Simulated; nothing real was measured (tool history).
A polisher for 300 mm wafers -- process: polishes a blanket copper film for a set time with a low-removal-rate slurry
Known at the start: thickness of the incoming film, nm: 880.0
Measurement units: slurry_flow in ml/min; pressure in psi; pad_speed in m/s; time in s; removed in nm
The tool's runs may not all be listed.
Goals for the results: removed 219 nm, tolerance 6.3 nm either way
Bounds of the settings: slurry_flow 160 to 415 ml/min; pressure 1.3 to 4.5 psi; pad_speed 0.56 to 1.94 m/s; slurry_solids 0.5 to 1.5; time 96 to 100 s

| run | hour | slurry_flow | pressure | pad_speed | slurry_solids | time | removed |
|---|---|---|---|---|---|---|---|
| 1 | 0 | 265 | 2.9 | 1.24 | 1 | 96 | 289.57 |
| 2 | 3.8 | 265 | 2.8 | 1.24 | 1 | 96 | 284.27 |
| 3 | 7.9 | 210 | 2.8 | 1.24 | 1 | 96 | 278.72 |
| 4 | 14.6 | 210 | 2.8 | 1.24 | 0.95 | 96 | 276.87 |
| 5 | 20 | 210 | 2.8 | 1.24 | 0.95 | 96 | 275.48 |
| 6 | 24.5 | 160 | 2.8 | 1.24 | 0.95 | 96 | 259.84 |
| 7 | 28.6 | 160 | 2.7 | 1.24 | 0.95 | 96 | 251.62 |
| 8 | 29.9 | 160 | 2.2 | 1.24 | 0.95 | 96 | 209.38 |

4 next moves are on the table. One of them brings every result within its allowed miss. Which?
| A | 31.2 | 225 | 2.3 | 1.24 | 0.9 | 100 | ? |
| B | 31.2 | 180 | 2.2 | 1.3 | 1.05 | 100 | ? |
| C | 31.2 | 165 | 1.9 | 1.26 | 0.95 | 100 | ? |
| D | 31.2 | 175 | 2.5 | 1.3 | 0.5 | 96 | ? |

| move | removed |
|---|---|
| A | 237.3 |
| B | 237.51 |
| C | 192.85 |
| D | 220.76 |
A: the result that was furthest off in the last run now lies on the other side of its target
B: the result that was furthest off in the last run now lies on the other side of its target
C: its largest miss is bigger than the last run's
D: each result inside its tolerance
Answer: D
